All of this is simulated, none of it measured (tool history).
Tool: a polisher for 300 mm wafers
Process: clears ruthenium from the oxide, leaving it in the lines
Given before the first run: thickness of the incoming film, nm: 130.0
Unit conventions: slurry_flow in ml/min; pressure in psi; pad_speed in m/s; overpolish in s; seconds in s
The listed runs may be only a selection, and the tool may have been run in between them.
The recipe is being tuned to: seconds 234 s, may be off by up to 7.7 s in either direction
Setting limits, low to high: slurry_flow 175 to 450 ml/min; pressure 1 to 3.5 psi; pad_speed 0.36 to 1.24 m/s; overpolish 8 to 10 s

| run | hour | slurry_flow | pressure | pad_speed | overpolish | seconds |
|---|---|---|---|---|---|---|
| 1 | 0 | 290 | 2.2 | 0.8 | 10 | 143.67 |
| 2 | 7.2 | 290 | 2.2 | 0.8 | 8 | 143.55 |
| 3 | 10.8 | 290 | 2.1 | 0.8 | 8 | 147.85 |
| 4 | 14.3 | 290 | 2.6 | 0.8 | 8 | 122.32 |
| 5 | 22.7 | 225 | 2.6 | 0.8 | 8 | 126.43 |
| 6 | 24.1 | 225 | 2.4 | 0.8 | 8 | 135.05 |
| 7 | 30 | 225 | 2.2 | 0.8 | 8 | 145.68 |
| 8 | 38.9 | 225 | 2.1 | 0.8 | 8 | 154.35 |
| 9 | 42.3 | 225 | 2 | 0.8 | 8 | 161.03 |
| 10 | 50 | 225 | 1.9 | 0.8 | 8 | 169.29 |
| 11 | 55.7 | 225 | 1.8 | 0.8 | 8 | 181.49 |
| 12 | 57.1 | 225 | 1.7 | 0.8 | 8 | 188.44 |
| 13 | 65.2 | 225 | 1.6 | 0.8 | 8 | 198.3 |
| 14 | 66.4 | 225 | 1.2 | 0.8 | 8 | 265.16 |
| 15 | 71.9 | 225 | 1.3 | 0.8 | 8 | 243.44 |

Consider the 5 candidate settings below. Which is the only one whose results all fall within their allowed miss of target?
| A | 77.4 | 185 | 1.7 | 0.74 | 10 | ? |
| B | 77.4 | 335 | 1.3 | 0.84 | 8 | ? |
| C | 77.4 | 210 | 1.5 | 0.74 | 8 | ? |
| D | 77.4 | 225 | 1.4 | 0.86 | 8 | ? |
| E | 77.4 | 195 | 1.3 | 0.9 | 10 | ? |

| move | seconds |
|---|---|
| A | 208.92 |
| B | 222.98 |
| C | 231.27 |
| D | 211.6 |
| E | 221.52 |
A: pushes the last run's worst result past its target
B: pushes the last run's worst result past its target
C: every result lands within tolerance
D: pushes the last run's worst result past its target
E: pushes the last run's worst result past its target
C is the move that brings every result within its allowed miss.

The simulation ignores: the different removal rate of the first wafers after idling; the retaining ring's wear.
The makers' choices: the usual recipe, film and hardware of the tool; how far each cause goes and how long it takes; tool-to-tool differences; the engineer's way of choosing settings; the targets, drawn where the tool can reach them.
